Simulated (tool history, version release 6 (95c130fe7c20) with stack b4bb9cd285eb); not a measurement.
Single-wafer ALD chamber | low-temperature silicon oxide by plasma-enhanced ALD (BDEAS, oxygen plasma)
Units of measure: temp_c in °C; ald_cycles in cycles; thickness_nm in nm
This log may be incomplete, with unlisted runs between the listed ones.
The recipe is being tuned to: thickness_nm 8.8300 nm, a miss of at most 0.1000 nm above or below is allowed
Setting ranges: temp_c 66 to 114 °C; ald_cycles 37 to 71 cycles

Run 1, day 0.000: temp_c 90 °C, ald_cycles 54 cycles. Result: thickness_nm 7.2182 nm.
Run 2, day 0.042: temp_c 90 °C, ald_cycles 51 cycles. Result: thickness_nm 6.8398 nm.
Run 3, day 0.233: temp_c 83 °C, ald_cycles 51 cycles. Result: thickness_nm 7.0465 nm.
Run 4, day 0.508: temp_c 83 °C, ald_cycles 47 cycles. Result: thickness_nm 6.5150 nm.
Run 5, day 0.833: temp_c 81 °C, ald_cycles 49 cycles. Result: thickness_nm 6.7823 nm.
Run 6, day 1.162: temp_c 79 °C, ald_cycles 51 cycles. Result: thickness_nm 7.1571 nm.
Run 7, day 1.433: temp_c 78 °C, ald_cycles 52 cycles. Result: thickness_nm 7.2664 nm.
Run 8, day 1.583: temp_c 77 °C, ald_cycles 53 cycles. Result: thickness_nm 7.4925 nm.
Run 9, day 1.662: temp_c 77 °C, ald_cycles 53 cycles. Result: thickness_nm 7.4786 nm.
Run 10, day 1.779: temp_c 66 °C, ald_cycles 62 cycles. Result: thickness_nm 9.1263 nm.
Run 11, day 1.883: temp_c 67 °C, ald_cycles 62 cycles. Result: thickness_nm 9.0801 nm.
Run 12, day 1.962: temp_c 68 °C, ald_cycles 62 cycles. Result: thickness_nm 9.0239 nm.
Run 13, day 2.104: temp_c 69 °C, ald_cycles 62 cycles. Result: thickness_nm 9.0197 nm.
Run 14, day 2.338: temp_c 69 °C, ald_cycles 62 cycles. Result: thickness_nm 9.0408 nm.
Run 15, day 2.371: temp_c 70 °C, ald_cycles 62 cycles. Result: thickness_nm 9.0348 nm.
Run 16, day 2.567: temp_c 71 °C, ald_cycles 62 cycles. Result: thickness_nm 9.0149 nm.
Run 17, day 2.692: temp_c 71 °C, ald_cycles 62 cycles. Result: thickness_nm 8.9362 nm.

Exercise: of the 5 proposed moves below, exactly one satisfies all targets within the stated allowed misses. Which move is it?
Run A, day 2.817: temp_c 80 °C, ald_cycles 65 cycles. Result: thickness_nm ?.
Run B, day 2.817: temp_c 73 °C, ald_cycles 63 cycles. Result: thickness_nm ?.
Run C, day 2.817: temp_c 77 °C, ald_cycles 64 cycles. Result: thickness_nm ?.
Run D, day 2.817: temp_c 78 °C, ald_cycles 63 cycles. Result: thickness_nm ?.
Run E, day 2.817: temp_c 69 °C, ald_cycles 63 cycles. Result: thickness_nm ?.

move  thickness_nm
   A        9.0693
   B        9.0209
   C        9.0302
   D        8.8562
   E        9.1526
A: misses by more than the last run did
B: misses by more than the last run did
C: misses by more than the last run did
D: in spec on every target
E: misses by more than the last run did
Correct choice: D, which meets every target

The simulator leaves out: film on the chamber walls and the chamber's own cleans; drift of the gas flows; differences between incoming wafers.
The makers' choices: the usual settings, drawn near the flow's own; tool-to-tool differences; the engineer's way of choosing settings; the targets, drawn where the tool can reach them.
